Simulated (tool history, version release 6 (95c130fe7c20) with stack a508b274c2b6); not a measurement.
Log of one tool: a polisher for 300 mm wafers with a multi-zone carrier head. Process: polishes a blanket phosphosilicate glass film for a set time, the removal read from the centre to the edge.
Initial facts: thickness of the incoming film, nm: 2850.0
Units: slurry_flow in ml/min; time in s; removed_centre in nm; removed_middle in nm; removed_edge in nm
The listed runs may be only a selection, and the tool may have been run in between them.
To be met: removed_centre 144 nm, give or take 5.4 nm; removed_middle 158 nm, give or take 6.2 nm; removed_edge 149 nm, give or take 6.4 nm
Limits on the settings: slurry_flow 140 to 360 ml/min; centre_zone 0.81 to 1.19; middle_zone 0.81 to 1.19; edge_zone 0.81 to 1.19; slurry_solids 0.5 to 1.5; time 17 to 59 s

run    day  slurry_flow  centre_zone  middle_zone  edge_zone  slurry_solids  time  removed_centre  removed_middle  removed_edge
  1      0          230            1            1          1              1    38          226.41          227.01        222.94
  2  0.179          195            1            1          1              1    38          224.96          220.66        216.16
  3  0.412          195            1         1.06          1              1    38          220.18           231.7        216.37
  4  0.538          190         0.98         1.05       0.98            0.9    37          207.31          212.76        197.01
  5  0.812          195         0.95         1.05       0.99            0.8    36          180.53          201.06        186.72
  6  1.146          190         0.94         1.03       0.97           0.75    36          177.73          191.02         182.9
  7   1.25          185         0.93         1.03       0.96            0.7    36          168.61          183.96        173.96
  8  1.433          170         0.86         0.95       0.86           0.55    36          138.41          149.66        143.34

Which one of the following 4 next-run settings gets every result inside its allowed miss? There is exactly one.
  A  1.617          175         0.81         0.85       0.91            0.5    39               ?               ?             ?
  B  1.617          205         0.83         0.81       0.93            0.5    40               ?               ?             ?
  C  1.617          210         0.95         1.02       0.81           0.65    31               ?               ?             ?
  D  1.617          140         0.87         0.97       0.84           0.55    38               ?               ?             ?

move  removed_centre  removed_middle  removed_edge
   A          138.77          142.29        152.81
   B          148.08           142.8         160.5
   C          146.59          152.66         132.7
   D          145.93          157.78         147.3
A: further off than the last run
B: further off than the last run
C: puts the biggest miss on target and leaves a different result outside tolerance
D: all results land within tolerance of their targets
The right move is D.

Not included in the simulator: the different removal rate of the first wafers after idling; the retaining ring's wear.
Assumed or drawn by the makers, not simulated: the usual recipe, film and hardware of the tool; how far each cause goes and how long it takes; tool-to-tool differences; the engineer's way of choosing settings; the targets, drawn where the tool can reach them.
